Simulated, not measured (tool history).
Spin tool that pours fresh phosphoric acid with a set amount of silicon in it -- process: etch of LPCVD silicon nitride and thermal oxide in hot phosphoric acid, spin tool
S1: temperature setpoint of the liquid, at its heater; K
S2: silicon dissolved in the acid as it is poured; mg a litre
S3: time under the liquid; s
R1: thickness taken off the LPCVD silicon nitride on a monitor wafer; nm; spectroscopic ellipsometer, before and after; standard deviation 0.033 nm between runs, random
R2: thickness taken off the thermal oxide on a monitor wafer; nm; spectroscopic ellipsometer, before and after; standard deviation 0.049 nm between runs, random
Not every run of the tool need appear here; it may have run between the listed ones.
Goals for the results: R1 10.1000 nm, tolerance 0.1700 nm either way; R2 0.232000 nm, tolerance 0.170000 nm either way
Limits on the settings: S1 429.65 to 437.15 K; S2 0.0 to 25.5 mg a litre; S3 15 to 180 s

Run 1, day 0.000: S1 432.15 K, S2 11.0 mg a litre, S3 90 s. Result: R1 7.6975 nm, R2 0.178760 nm.
Run 2, day 0.054: S1 432.65 K, S2 11.5 mg a litre, S3 90 s. Result: R1 7.7928 nm, R2 0.096345 nm.
Run 3, day 0.150: S1 432.65 K, S2 11.5 mg a litre, S3 105 s. Result: R1 9.0833 nm, R2 0.134390 nm.
Run 4, day 0.475: S1 432.65 K, S2 10.0 mg a litre, S3 105 s. Result: R1 9.0538 nm, R2 0.236450 nm.
Run 5, day 0.675: S1 433.15 K, S2 10.0 mg a litre, S3 105 s. Result: R1 9.2265 nm, R2 0.188120 nm.
Run 6, day 1.012: S1 433.65 K, S2 9.5 mg a litre, S3 105 s. Result: R1 9.4142 nm, R2 0.237480 nm.
At day 1.112: thermometer replaced.
Run 7, day 1.112: S1 434.65 K, S2 10.5 mg a litre, S3 105 s. Result: R1 9.3811 nm, R2 0.325290 nm.
Run 8, day 1.479: S1 434.15 K, S2 12.0 mg a litre, S3 110 s. Result: R1 9.6369 nm, R2 0.354900 nm.
Run 9, day 1.579: S1 434.15 K, S2 11.0 mg a litre, S3 110 s. Result: R1 9.6192 nm, R2 0.283000 nm.
Run 10, day 1.771: S1 434.15 K, S2 10.5 mg a litre, S3 110 s. Result: R1 9.6643 nm, R2 0.351460 nm.
Run 11, day 1.967: S1 434.15 K, S2 10.0 mg a litre, S3 110 s. Result: R1 9.6435 nm, R2 0.227880 nm.

5 candidate next runs follow, results not yet known. Just one meets every target within its allowed miss. Identify it.
Run A, day 2.162: S1 434.15 K, S2 5.5 mg a litre, S3 110 s. Result: R1 ?, R2 ?.
Run B, day 2.162: S1 434.15 K, S2 7.5 mg a litre, S3 115 s. Result: R1 ?, R2 ?.
Run C, day 2.162: S1 436.15 K, S2 4.0 mg a litre, S3 100 s. Result: R1 ?, R2 ?.
Run D, day 2.162: S1 429.65 K, S2 0.0 mg a litre, S3 130 s. Result: R1 ?, R2 ?.
Run E, day 2.162: S1 435.65 K, S2 14.0 mg a litre, S3 100 s. Result: R1 ?, R2 ?.

move       R1        R2
   A   9.6282  0.314950
   B  10.0660  0.315960
   C   9.3553  0.341650
   D   9.7741  0.295730
   E   9.2014  0.264790
A: no better and no worse than the last run
B: in spec on every target
C: moves away from the targets compared with the last run
D: gains on the last run, yet a result remains outside its allowed miss
E: moves away from the targets compared with the last run
B is the move that brings every result within its allowed miss.
